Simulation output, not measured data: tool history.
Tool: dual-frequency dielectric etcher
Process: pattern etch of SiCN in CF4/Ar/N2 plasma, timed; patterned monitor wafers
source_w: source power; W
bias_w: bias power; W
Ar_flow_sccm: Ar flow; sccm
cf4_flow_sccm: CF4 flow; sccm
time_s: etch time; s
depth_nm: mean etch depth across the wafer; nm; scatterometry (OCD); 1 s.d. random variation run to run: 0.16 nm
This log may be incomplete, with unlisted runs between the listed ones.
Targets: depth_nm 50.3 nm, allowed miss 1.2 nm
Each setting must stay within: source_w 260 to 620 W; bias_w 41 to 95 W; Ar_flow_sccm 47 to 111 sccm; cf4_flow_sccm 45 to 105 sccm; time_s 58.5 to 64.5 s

{"run": 1, "day": 0.0, "source_w": 440, "bias_w": 68, "Ar_flow_sccm": 79, "cf4_flow_sccm": 75, "time_s": 64.5, "depth_nm": 58.383}
{"run": 2, "day": 0.258, "source_w": 440, "bias_w": 75, "Ar_flow_sccm": 79, "cf4_flow_sccm": 75, "time_s": 64.5, "depth_nm": 61.471}
{"run": 3, "day": 0.375, "source_w": 410, "bias_w": 75, "Ar_flow_sccm": 79, "cf4_flow_sccm": 75, "time_s": 64.5, "depth_nm": 56.862}
{"run": 4, "day": 0.521, "source_w": 400, "bias_w": 75, "Ar_flow_sccm": 79, "cf4_flow_sccm": 75, "time_s": 64.5, "depth_nm": 55.615}
{"run": 5, "day": 0.746, "source_w": 400, "bias_w": 75, "Ar_flow_sccm": 79, "cf4_flow_sccm": 86, "time_s": 64.5, "depth_nm": 56.202}
{"run": 6, "day": 1.038, "source_w": 400, "bias_w": 75, "Ar_flow_sccm": 79, "cf4_flow_sccm": 86, "time_s": 64.5, "depth_nm": 56.554}
{"run": 7, "day": 1.096, "source_w": 390, "bias_w": 75, "Ar_flow_sccm": 79, "cf4_flow_sccm": 86, "time_s": 64.5, "depth_nm": 54.743}
{"day": 1.304, "done": "CF4 flow controller replaced"}
{"run": 8, "day": 1.304, "source_w": 380, "bias_w": 75, "Ar_flow_sccm": 79, "cf4_flow_sccm": 86, "time_s": 64.5, "depth_nm": 53.97}

Which one of the following 5 next-run settings gets every result inside its allowed miss? There is exactly one.
{"run": "A", "day": 1.512, "source_w": 380, "bias_w": 79, "Ar_flow_sccm": 63, "cf4_flow_sccm": 81, "time_s": 63.5, "depth_nm": "?"}
{"run": "B", "day": 1.512, "source_w": 380, "bias_w": 67, "Ar_flow_sccm": 78, "cf4_flow_sccm": 81, "time_s": 64.5, "depth_nm": "?"}
{"run": "C", "day": 1.512, "source_w": 420, "bias_w": 75, "Ar_flow_sccm": 85, "cf4_flow_sccm": 87, "time_s": 64.5, "depth_nm": "?"}
{"run": "D", "day": 1.512, "source_w": 390, "bias_w": 78, "Ar_flow_sccm": 81, "cf4_flow_sccm": 83, "time_s": 63.5, "depth_nm": "?"}
{"run": "E", "day": 1.512, "source_w": 430, "bias_w": 78, "Ar_flow_sccm": 66, "cf4_flow_sccm": 81, "time_s": 59.5, "depth_nm": "?"}

move=A depth_nm=55.954
move=B depth_nm=50.94
move=C depth_nm=59.217
move=D depth_nm=55.086
move=E depth_nm=58.879
A: further off than the last run
B: all results land within tolerance of their targets
C: further off than the last run
D: further off than the last run
E: further off than the last run
Move B is the one to make.

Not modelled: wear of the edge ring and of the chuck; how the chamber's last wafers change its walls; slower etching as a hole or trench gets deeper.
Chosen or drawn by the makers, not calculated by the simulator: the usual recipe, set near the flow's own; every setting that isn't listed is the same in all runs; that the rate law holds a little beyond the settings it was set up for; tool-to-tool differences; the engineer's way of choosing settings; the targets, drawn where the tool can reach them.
